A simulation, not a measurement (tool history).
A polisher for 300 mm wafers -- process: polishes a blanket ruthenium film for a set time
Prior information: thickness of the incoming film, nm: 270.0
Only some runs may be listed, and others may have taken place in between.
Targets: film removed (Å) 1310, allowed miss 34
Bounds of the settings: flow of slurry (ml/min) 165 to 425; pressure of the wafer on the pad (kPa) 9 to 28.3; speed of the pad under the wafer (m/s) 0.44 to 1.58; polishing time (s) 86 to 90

run  hour  flow of slurry (ml/min)  pressure of the wafer on the pad (kPa)  speed of the pad under the wafer (m/s)  polishing time (s)  film removed (Å)
  1     0                      275                                    18.6                                       1                  86            1623.3
  2   4.4                      275                                    18.6                                       1                  86            1610.1
  3   7.7                      240                                    18.6                                       1                  86            1604.4
  4  11.1                      240                                    17.9                                       1                  86            1527.9
  5  14.7                      270                                    17.9                                       1                  86              1562
  6  20.9                      265                                    17.2                                       1                  86            1514.3
  7    22                      260                                    16.5                                       1                  86            1452.9
  8  25.7                      255                                    15.9                                       1                  86              1387
  9  30.7                      250                                    15.9                                       1                  86            1389.5
 10  32.3                      245                                    15.9                                       1                  86            1371.8
 11  34.8                      240                                    15.9                                       1                  86            1384.7

Of the 4 settings listed for the next run, only one would bring every result within its allowed miss of target. Which one?
  A  37.3                      235                                    14.5                                    0.98                  90                 ?
  B  37.3                      240                                    14.5                                    0.94                  86                 ?
  C  37.3                      205                                    16.5                                    0.98                  90                 ?
  D  37.3                      280                                    14.5                                    0.96                  86                 ?

move  film removed (Å)
   A            1323.4
   B            1217.1
   C            1458.7
   D            1260.3
A: hits every target within its allowed miss
B: pushes the last run's worst result past its target
C: further off than the last run
D: pushes the last run's worst result past its target
The move that meets every target is A.

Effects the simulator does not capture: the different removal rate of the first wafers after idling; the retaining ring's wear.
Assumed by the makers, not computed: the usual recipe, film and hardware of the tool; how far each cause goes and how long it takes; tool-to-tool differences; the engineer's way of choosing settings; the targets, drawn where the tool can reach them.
